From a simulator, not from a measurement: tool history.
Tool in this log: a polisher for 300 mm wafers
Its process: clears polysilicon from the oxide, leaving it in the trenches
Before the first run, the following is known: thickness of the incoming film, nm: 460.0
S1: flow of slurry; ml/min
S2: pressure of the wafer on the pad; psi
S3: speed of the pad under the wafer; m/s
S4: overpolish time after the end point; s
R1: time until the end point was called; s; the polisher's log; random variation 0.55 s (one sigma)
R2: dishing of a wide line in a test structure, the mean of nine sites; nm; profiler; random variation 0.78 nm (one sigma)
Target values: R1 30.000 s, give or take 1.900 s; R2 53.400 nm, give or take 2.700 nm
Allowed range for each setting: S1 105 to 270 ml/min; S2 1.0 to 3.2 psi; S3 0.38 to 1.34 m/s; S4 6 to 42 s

run 1 hour=0.0 | S1=175 S2=2.1 S3=0.86 S4=21 | R1=48.099 R2=52.141
run 2 hour=1.8 | S1=135 S2=2.1 S3=0.86 S4=21 | R1=48.648 R2=52.142
run 3 hour=9.8 | S1=135 S2=2.1 S3=1.04 S4=21 | R1=41.742 R2=54.026
run 4 hour=16.3 | S1=135 S2=1.6 S3=1.04 S4=21 | R1=54.888 R2=51.475
run 5 hour=20.0 | S1=135 S2=1.6 S3=0.94 S4=21 | R1=60.388 R2=49.194
run 6 hour=21.1 | S1=135 S2=1.6 S3=1.12 S4=21 | R1=50.972 R2=51.573
run 7 hour=26.7 | S1=135 S2=1.7 S3=1.12 S4=20 | R1=48.624 R2=52.355
run 8 hour=31.1 | S1=135 S2=1.8 S3=1.12 S4=19 | R1=44.550 R2=51.924
run 9 hour=37.6 | S1=135 S2=1.9 S3=1.12 S4=19 | R1=42.626 R2=52.237
run 10 hour=42.6 | S1=135 S2=1.9 S3=1.12 S4=19 | R1=43.765 R2=52.136

Which single option among these 4 for the next run brings every result within its allowed miss of target? Just one does.
run A hour=47.6 | S1=120 S2=2.3 S3=1.16 S4=17 | R1=? R2=?
run B hour=47.6 | S1=135 S2=1.3 S3=0.92 S4=32 | R1=? R2=?
run C hour=47.6 | S1=110 S2=2.3 S3=1.16 S4=17 | R1=? R2=?
run D hour=47.6 | S1=185 S2=2.2 S3=1.32 S4=15 | R1=? R2=?

move=A R1=36.108 R2=53.840
move=B R1=76.888 R2=53.083
move=C R1=36.516 R2=53.780
move=D R1=31.634 R2=53.877
A: an improvement on the last run, though not all results are within tolerance
B: further off than the last run
C: an improvement on the last run, though not all results are within tolerance
D: meets every target
Correct choice: D, which meets every target
